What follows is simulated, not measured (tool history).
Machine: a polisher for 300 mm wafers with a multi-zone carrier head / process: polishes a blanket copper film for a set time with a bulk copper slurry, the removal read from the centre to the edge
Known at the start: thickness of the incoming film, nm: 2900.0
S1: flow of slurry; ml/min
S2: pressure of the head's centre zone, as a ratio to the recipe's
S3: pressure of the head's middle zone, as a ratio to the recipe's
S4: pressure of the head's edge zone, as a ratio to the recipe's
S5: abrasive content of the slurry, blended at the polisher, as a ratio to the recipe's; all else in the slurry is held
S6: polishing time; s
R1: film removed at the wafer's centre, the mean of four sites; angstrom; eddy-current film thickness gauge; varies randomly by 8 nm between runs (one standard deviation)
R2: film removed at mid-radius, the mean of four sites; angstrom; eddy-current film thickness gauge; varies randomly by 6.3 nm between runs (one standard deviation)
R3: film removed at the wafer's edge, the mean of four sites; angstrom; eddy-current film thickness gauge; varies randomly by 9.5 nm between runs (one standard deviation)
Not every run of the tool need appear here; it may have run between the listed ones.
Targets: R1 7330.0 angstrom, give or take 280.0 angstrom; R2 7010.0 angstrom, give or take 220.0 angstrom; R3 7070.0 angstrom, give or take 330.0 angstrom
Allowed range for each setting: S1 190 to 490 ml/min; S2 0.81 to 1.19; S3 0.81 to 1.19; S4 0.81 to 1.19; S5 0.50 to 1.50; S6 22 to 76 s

run	hour	S1	S2	S3	S4	S5	S6	R1	R2	R3
1	0.0	315	1.00	1.00	1.00	1.00	49	4546.8	4578.9	4569.0
2	6.5	315	1.02	1.02	1.03	1.15	52	5103.6	5144.9	5046.0
3	12.1	375	1.02	1.02	1.03	1.15	52	5246.3	5205.9	5024.4
4	19.6	375	1.02	1.02	1.03	1.00	52	5064.9	5024.6	4990.4
5	20.5	375	1.02	1.02	0.97	1.00	52	5070.5	5056.7	4714.2
6	26.7	375	1.02	1.07	0.97	1.00	52	5022.1	5207.3	4805.2
7	28.5	360	1.04	1.07	1.02	1.10	55	5425.2	5671.4	5228.1
8	30.1	355	1.05	1.05	1.05	1.20	58	5943.1	5999.4	5848.6
9	37.0	350	1.07	1.05	1.07	1.30	59	6117.3	6196.9	6028.3
10	41.0	350	1.09	1.05	1.08	1.35	60	6421.6	6429.6	6137.0
11	46.1	360	1.10	0.99	1.17	1.50	65	7134.6	6678.5	7025.6

Exercise: of the 4 proposed moves below, exactly one satisfies all targets within the stated allowed misses. Which move is it?
A	51.2	370	1.06	0.87	1.19	1.50	65	?	?	?
B	51.2	305	1.15	1.08	1.17	1.50	65	?	?	?
C	51.2	335	1.05	1.01	1.17	1.50	62	?	?	?
D	51.2	370	1.04	0.91	1.19	1.40	65	?	?	?

move	R1	R2	R3
A	7046.5	6158.2	7108.2
B	7383.9	7027.7	6935.5
C	6613.8	6452.4	6666.0
D	6843.3	6257.2	7002.9
A: its largest miss is bigger than the last run's
B: hits every target within its allowed miss
C: its largest miss is bigger than the last run's
D: its largest miss is bigger than the last run's
Go with B: it meets all targets.

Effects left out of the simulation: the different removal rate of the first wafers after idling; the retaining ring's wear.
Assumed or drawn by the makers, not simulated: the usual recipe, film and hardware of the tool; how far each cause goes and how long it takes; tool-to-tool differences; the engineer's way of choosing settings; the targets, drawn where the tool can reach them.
